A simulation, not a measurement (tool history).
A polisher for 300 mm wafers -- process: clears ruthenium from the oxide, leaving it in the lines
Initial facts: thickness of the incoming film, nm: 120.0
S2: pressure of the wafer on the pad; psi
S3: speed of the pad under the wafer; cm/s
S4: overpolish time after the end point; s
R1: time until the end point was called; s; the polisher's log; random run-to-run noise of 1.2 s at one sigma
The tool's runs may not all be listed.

Run 1, day 0.000: flow of slurry (ml/min) 175, S2 2.0 psi, S3 114 cm/s, S4 25 s. Result: R1 87.492 s.
Run 2, day 0.058: flow of slurry (ml/min) 175, S2 2.1 psi, S3 114 cm/s, S4 25 s. Result: R1 82.218 s.
Run 3, day 0.238: flow of slurry (ml/min) 140, S2 2.1 psi, S3 114 cm/s, S4 25 s. Result: R1 87.236 s.
Run 4, day 0.354: flow of slurry (ml/min) 140, S2 2.1 psi, S3 114 cm/s, S4 27 s. Result: R1 87.223 s.
Run 5, day 0.696: flow of slurry (ml/min) 105, S2 2.1 psi, S3 114 cm/s, S4 27 s. Result: R1 92.706 s.
Run 6, day 0.962: flow of slurry (ml/min) 115, S2 2.2 psi, S3 114 cm/s, S4 27 s. Result: R1 88.814 s.

Run 7 has not been measured yet. What should we expect?
Run 7, day 1.233: flow of slurry (ml/min) 125, S2 2.3 psi, S3 114 cm/s, S4 27 s. Result: R1 ?.

{"run 7": {"R1": 79.516}}
